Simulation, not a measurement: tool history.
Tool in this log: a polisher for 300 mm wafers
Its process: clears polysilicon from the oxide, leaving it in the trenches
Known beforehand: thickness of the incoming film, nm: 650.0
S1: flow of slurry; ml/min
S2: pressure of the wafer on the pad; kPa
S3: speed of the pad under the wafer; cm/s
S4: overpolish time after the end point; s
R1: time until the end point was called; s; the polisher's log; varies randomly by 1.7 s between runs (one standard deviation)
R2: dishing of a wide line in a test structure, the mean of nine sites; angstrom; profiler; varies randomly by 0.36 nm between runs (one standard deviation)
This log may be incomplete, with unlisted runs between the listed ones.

run 1 day=0.000 | S1=130 S2=11.7 S3=84 S4=9 | R1=128.79 R2=323.71
run 2 day=0.071 | S1=110 S2=11.7 S3=84 S4=9 | R1=138.97 R2=308.03
run 3 day=0.279 | S1=115 S2=12.4 S3=84 S4=8 | R1=130.69 R2=295.92
run 4 day=0.371 | S1=115 S2=13.8 S3=84 S4=8 | R1=119.02 R2=322.43
run 5 day=0.646 | S1=115 S2=13.8 S3=84 S4=6 | R1=116.84 R2=268.92
run 6 day=0.783 | S1=115 S2=13.8 S3=94 S4=6 | R1=105.91 R2=291.88

Forecast run 7:
run 7 day=0.954 | S1=150 S2=16.5 S3=70 S4=3 | R1=? R2=?

Logged for run 7: R1 108.55 s, R2 157.73 angstrom.

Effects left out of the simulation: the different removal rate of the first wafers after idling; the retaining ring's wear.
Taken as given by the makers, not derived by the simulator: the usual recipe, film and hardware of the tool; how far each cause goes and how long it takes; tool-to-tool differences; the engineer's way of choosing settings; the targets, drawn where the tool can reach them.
